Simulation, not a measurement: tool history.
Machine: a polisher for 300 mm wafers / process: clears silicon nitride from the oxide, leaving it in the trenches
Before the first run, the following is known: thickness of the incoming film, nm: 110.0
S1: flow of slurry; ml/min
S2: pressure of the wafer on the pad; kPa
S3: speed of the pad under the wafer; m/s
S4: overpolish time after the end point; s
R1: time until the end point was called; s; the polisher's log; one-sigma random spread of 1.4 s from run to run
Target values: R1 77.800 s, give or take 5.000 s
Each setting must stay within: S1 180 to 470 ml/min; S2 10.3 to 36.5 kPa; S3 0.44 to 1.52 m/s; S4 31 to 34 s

| run | hour | S1 | S2 | S3 | S4 | R1 |
|---|---|---|---|---|---|---|
| 1 | 0.0 | 300 | 23.4 | 0.98 | 31 | 108.450 |
| 2 | 6.0 | 300 | 23.4 | 0.76 | 31 | 135.470 |
| 3 | 12.4 | 300 | 26.9 | 0.78 | 31 | 116.190 |
| 4 | 20.7 | 260 | 26.9 | 0.78 | 31 | 119.270 |
| 5 | 27.4 | 315 | 26.9 | 0.78 | 31 | 113.240 |
| 6 | 28.1 | 320 | 29.0 | 0.80 | 31 | 104.860 |
| 7 | 33.8 | 320 | 31.0 | 0.82 | 31 | 97.725 |
| 8 | 42.2 | 320 | 31.0 | 0.82 | 31 | 95.593 |

Below are 5 possible settings for the next run. Only one of them brings all results inside the allowed miss of their targets. Which is it?
| A | 50.6 | 290 | 29.0 | 0.60 | 31 | ? |
| B | 50.6 | 275 | 29.6 | 0.96 | 31 | ? |
| C | 50.6 | 185 | 31.7 | 1.06 | 34 | ? |
| D | 50.6 | 325 | 31.0 | 0.64 | 33 | ? |
| E | 50.6 | 250 | 36.5 | 1.06 | 31 | ? |

| move | R1 |
|---|---|
| A | 139.110 |
| B | 86.939 |
| C | 77.118 |
| D | 121.140 |
| E | 64.936 |
A: misses by more than the last run did
B: moves toward the targets from the last run without getting all of them in spec
C: in spec on every target
D: misses by more than the last run did
E: moves the result that the last run missed by most past its target, out the other side
Correct choice: C, which meets every target
